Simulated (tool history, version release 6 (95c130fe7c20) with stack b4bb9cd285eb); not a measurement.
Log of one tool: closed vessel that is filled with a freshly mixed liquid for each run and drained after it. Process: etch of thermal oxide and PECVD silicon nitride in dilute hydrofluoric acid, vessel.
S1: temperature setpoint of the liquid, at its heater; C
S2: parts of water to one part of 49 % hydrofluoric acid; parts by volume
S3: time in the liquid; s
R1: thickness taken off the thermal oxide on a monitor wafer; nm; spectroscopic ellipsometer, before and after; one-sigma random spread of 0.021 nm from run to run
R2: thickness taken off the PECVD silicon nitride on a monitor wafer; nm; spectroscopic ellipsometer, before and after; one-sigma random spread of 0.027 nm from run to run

run 1 hour=0.0 | S1=20.0 S2=280 S3=370 | R1=4.7864 R2=5.4648
run 2 hour=0.9 | S1=20.0 S2=280 S3=510 | R1=6.5594 R2=7.6295
run 3 hour=3.7 | S1=19.5 S2=335 S3=515 | R1=5.1231 R2=6.1011
run 4 hour=12.5 | S1=20.0 S2=375 S3=510 | R1=4.4519 R2=5.7075
run 5 hour=14.1 | S1=20.0 S2=325 S3=510 | R1=5.4646 R2=6.4967
run 6 hour=21.6 | S1=20.0 S2=325 S3=430 | R1=4.5689 R2=5.5520
run 7 hour=28.2 | S1=20.0 S2=365 S3=435 | R1=4.0302 R2=4.9571
run 8 hour=35.9 | S1=22.5 S2=475 S3=420 | R1=2.9766 R2=4.2925

Run 9 has not been measured yet. What should we expect?
run 9 hour=42.2 | S1=22.0 S2=480 S3=425 | R1=? R2=?

Logged for run 9: R1 2.8706 nm, R2 4.2213 nm.
